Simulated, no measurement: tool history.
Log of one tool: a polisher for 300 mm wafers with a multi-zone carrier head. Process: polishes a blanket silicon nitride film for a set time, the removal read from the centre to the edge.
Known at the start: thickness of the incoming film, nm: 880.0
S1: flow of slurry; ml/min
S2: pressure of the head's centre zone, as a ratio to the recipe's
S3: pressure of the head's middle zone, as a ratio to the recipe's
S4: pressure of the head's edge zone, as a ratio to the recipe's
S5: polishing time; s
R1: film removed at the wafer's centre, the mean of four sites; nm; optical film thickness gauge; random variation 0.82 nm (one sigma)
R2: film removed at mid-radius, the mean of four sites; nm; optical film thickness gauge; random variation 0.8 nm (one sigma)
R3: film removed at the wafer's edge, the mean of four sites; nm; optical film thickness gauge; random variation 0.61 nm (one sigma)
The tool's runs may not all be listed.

| run | hour | S1 | S2 | S3 | S4 | S5 | R1 | R2 | R3 |
|---|---|---|---|---|---|---|---|---|---|
| 1 | 0 | 215 | 1 | 1 | 1 | 32 | 74.565 | 78.533 | 79.543 |
| 2 | 8.2 | 215 | 1 | 0.93 | 1 | 32 | 74.76 | 73.928 | 78.29 |
| 3 | 12.3 | 215 | 0.94 | 0.93 | 1 | 32 | 72.504 | 74.963 | 78.97 |
| 4 | 15.2 | 205 | 0.94 | 0.9 | 1 | 30 | 66.17 | 67.979 | 73.929 |
| 5 | 17.3 | 205 | 0.89 | 0.9 | 1 | 30 | 63.058 | 66.981 | 72.898 |
|  | 18.2 | edge zone pressure recalibrated |
| 6 | 18.2 | 205 | 0.89 | 0.9 | 1.06 | 30 | 62.994 | 68.728 | 73.063 |

Forecast run 7:
| 7 | 26.3 | 205 | 0.92 | 0.88 | 1.05 | 28 | ? | ? | ? |

R1: 60.261 nm
R2: 61.833 nm
R3: 68.611 nm
